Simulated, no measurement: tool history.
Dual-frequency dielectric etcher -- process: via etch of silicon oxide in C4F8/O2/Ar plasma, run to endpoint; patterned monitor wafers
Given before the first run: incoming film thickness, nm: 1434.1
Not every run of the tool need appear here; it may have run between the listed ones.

{"run": 1, "day": 0.0, "source power (kW)": 2.16, "bias power (kW)": 2.825, "endpoint time (s)": 238.12}
{"run": 2, "day": 0.221, "source power (kW)": 2.16, "bias power (kW)": 3.156, "endpoint time (s)": 230.42}
{"run": 3, "day": 0.588, "source power (kW)": 2.51, "bias power (kW)": 3.156, "endpoint time (s)": 218.4}
{"run": 4, "day": 0.742, "source power (kW)": 2.17, "bias power (kW)": 3.156, "endpoint time (s)": 228.56}
{"run": 5, "day": 0.996, "source power (kW)": 2.43, "bias power (kW)": 3.156, "endpoint time (s)": 222.41}
{"run": 6, "day": 1.075, "source power (kW)": 2.16, "bias power (kW)": 2.939, "endpoint time (s)": 232.37}

Run 7 has not been measured yet. What should we expect?
{"run": 7, "day": 1.338, "source power (kW)": 1.94, "bias power (kW)": 2.748, "endpoint time (s)": "?"}

endpoint time (s): 248.65
